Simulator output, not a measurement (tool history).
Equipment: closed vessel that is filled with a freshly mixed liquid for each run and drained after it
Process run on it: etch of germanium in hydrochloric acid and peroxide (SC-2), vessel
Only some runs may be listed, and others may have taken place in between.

run	day	temperature setpoint of the liquid (C)	parts of water to one part each of 37 % hydrochloric acid and 30 % peroxide (parts by volume)	time in the liquid (s)	thickness taken off the germanium on a monitor wafer (nm)
1	0	55	6.5	85	231.22
2	0.246	55	6.5	95	256.24
3	0.508	55	6.5	95	255.85
4	0.862	51.5	6.5	95	230.1
5	0.942	51.5	8.5	95	227.33
6	1.129	51.5	8.5	85	201.39

Expected results for the next run?
7	1.167	53.5	8.5	85	?

thickness taken off the germanium on a monitor wafer (nm): 215.41
